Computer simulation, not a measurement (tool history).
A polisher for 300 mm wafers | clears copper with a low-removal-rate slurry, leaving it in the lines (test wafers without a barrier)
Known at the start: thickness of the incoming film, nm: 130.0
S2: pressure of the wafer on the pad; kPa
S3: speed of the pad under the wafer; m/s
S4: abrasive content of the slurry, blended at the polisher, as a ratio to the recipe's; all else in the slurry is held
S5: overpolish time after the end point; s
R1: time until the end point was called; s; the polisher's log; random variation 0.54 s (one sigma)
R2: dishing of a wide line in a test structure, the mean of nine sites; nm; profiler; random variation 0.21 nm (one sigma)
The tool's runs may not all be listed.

{"run": 1, "hour": 0.0, "flow of slurry (ml/min)": 220, "S2": 14.5, "S3": 0.84, "S4": 1, "S5": 13, "R1": 72.018, "R2": 17.381}
{"run": 2, "hour": 8.3, "flow of slurry (ml/min)": 220, "S2": 15.2, "S3": 0.86, "S4": 1, "S5": 11, "R1": 66.766, "R2": 16.534}
{"run": 3, "hour": 15.3, "flow of slurry (ml/min)": 225, "S2": 15.2, "S3": 0.88, "S4": 1.05, "S5": 9, "R1": 63.856, "R2": 13.393}
{"run": 4, "hour": 20.0, "flow of slurry (ml/min)": 230, "S2": 15.9, "S3": 0.88, "S4": 1.1, "S5": 8, "R1": 62.595, "R2": 13.32}
{"run": 5, "hour": 27.2, "flow of slurry (ml/min)": 235, "S2": 15.2, "S3": 0.94, "S4": 1.2, "S5": 7, "R1": 59.653, "R2": 12.138}
{"run": 6, "hour": 33.2, "flow of slurry (ml/min)": 235, "S2": 15.2, "S3": 0.82, "S4": 1.2, "S5": 7, "R1": 67.238, "R2": 10.378}
{"run": 7, "hour": 34.5, "flow of slurry (ml/min)": 295, "S2": 19.3, "S3": 0.7, "S4": 1.45, "S5": 4, "R1": 59.353, "R2": 6.8514}
{"run": 8, "hour": 36.5, "flow of slurry (ml/min)": 290, "S2": 20, "S3": 0.7, "S4": 1.4, "S5": 4, "R1": 58.126, "R2": 7.1353}
{"run": 9, "hour": 41.9, "flow of slurry (ml/min)": 285, "S2": 20, "S3": 0.72, "S4": 1.35, "S5": 4, "R1": 56.473, "R2": 7.3423}
{"run": 10, "hour": 50.3, "flow of slurry (ml/min)": 280, "S2": 20, "S3": 0.72, "S4": 1.35, "S5": 4, "R1": 56.108, "R2": 7.1342}
{"run": 11, "hour": 53.0, "flow of slurry (ml/min)": 280, "S2": 20, "S3": 0.74, "S4": 1.35, "S5": 5, "R1": 54.629, "R2": 9.0844}

Forecast run 12:
{"run": 12, "hour": 60.2, "flow of slurry (ml/min)": 275, "S2": 20.7, "S3": 0.74, "S4": 1.35, "S5": 5, "R1": "?", "R2": "?"}

Run 12 gave R1 53.282 s, R2 9.0713 nm.

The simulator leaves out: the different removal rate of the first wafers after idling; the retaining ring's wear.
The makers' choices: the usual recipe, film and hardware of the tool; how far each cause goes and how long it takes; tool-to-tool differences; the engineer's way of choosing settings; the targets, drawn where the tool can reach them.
